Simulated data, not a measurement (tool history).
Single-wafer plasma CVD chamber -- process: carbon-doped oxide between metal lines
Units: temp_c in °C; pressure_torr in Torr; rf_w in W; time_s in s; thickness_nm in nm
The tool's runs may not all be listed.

| run | hour | temp_c | pressure_torr | rf_w | time_s | thickness_nm |
|---|---|---|---|---|---|---|
| 1 | 0.0 | 355 | 5.53 | 405 | 6.29 | 26.685 |
| 2 | 7.2 | 355 | 5.53 | 405 | 6.00 | 25.472 |
| 3 | 8.2 | 355 | 6.51 | 405 | 6.00 | 25.933 |
| 4 | 14.9 | 355 | 6.54 | 415 | 6.02 | 26.751 |
| 5 | 16.8 | 355 | 6.54 | 415 | 6.00 | 26.677 |
| 6 | 20.2 | 355 | 6.60 | 425 | 6.01 | 27.370 |
|  | 25.0 | capacitance manometer re-zeroed and calibrated |
| 7 | 25.0 | 355 | 6.66 | 430 | 6.02 | 27.806 |
| 8 | 32.1 | 355 | 6.72 | 435 | 6.03 | 28.099 |
| 9 | 34.9 | 355 | 6.77 | 440 | 6.04 | 28.773 |
| 10 | 38.4 | 355 | 6.82 | 445 | 6.04 | 29.114 |
| 11 | 42.4 | 355 | 6.87 | 450 | 6.04 | 29.301 |

Expected results for the next run?
| 12 | 46.5 | 355 | 6.92 | 455 | 6.04 | ? |

Run 12 produced thickness_nm 29.717 nm.
